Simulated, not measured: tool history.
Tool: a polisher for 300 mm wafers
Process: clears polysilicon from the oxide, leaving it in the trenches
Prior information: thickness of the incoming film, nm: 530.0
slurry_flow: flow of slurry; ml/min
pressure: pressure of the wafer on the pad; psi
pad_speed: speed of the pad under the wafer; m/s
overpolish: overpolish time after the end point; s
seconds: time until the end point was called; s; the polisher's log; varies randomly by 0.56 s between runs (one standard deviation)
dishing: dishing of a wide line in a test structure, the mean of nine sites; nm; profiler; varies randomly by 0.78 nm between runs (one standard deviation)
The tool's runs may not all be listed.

{"run": 1, "day": 0.0, "slurry_flow": 315, "pressure": 1.8, "pad_speed": 1.22, "overpolish": 14, "seconds": 38.152, "dishing": 47.844}
{"run": 2, "day": 0.308, "slurry_flow": 315, "pressure": 2.2, "pad_speed": 1.22, "overpolish": 14, "seconds": 33.127, "dishing": 47.611}
{"run": 3, "day": 0.367, "slurry_flow": 315, "pressure": 1.9, "pad_speed": 1.16, "overpolish": 12, "seconds": 38.245, "dishing": 46.122}
{"run": 4, "day": 0.504, "slurry_flow": 315, "pressure": 1.7, "pad_speed": 1.1, "overpolish": 10, "seconds": 43.608, "dishing": 43.515}
{"run": 5, "day": 0.65, "slurry_flow": 315, "pressure": 1.5, "pad_speed": 1.08, "overpolish": 10, "seconds": 47.656, "dishing": 42.474}
{"run": 6, "day": 0.988, "slurry_flow": 315, "pressure": 1.5, "pad_speed": 1.08, "overpolish": 6, "seconds": 46.626, "dishing": 32.896}
{"run": 7, "day": 1.271, "slurry_flow": 315, "pressure": 1.4, "pad_speed": 1.06, "overpolish": 7, "seconds": 50.607, "dishing": 34.655}
{"run": 8, "day": 1.575, "slurry_flow": 315, "pressure": 1.3, "pad_speed": 1.06, "overpolish": 8, "seconds": 52.419, "dishing": 37.041}
{"run": 9, "day": 1.742, "slurry_flow": 315, "pressure": 1.2, "pad_speed": 1.04, "overpolish": 8, "seconds": 55.646, "dishing": 36.418}
{"run": 10, "day": 1.788, "slurry_flow": 315, "pressure": 1.1, "pad_speed": 1.04, "overpolish": 9, "seconds": 57.427, "dishing": 36.617}
{"run": 11, "day": 1.812, "slurry_flow": 315, "pressure": 1.0, "pad_speed": 1.02, "overpolish": 10, "seconds": 62.183, "dishing": 38.919}

For run 12, what comes out?
{"run": 12, "day": 2.121, "slurry_flow": 315, "pressure": 0.9, "pad_speed": 1.02, "overpolish": 11, "seconds": "?", "dishing": "?"}

seconds: 65.644 s
dishing: 38.163 nm
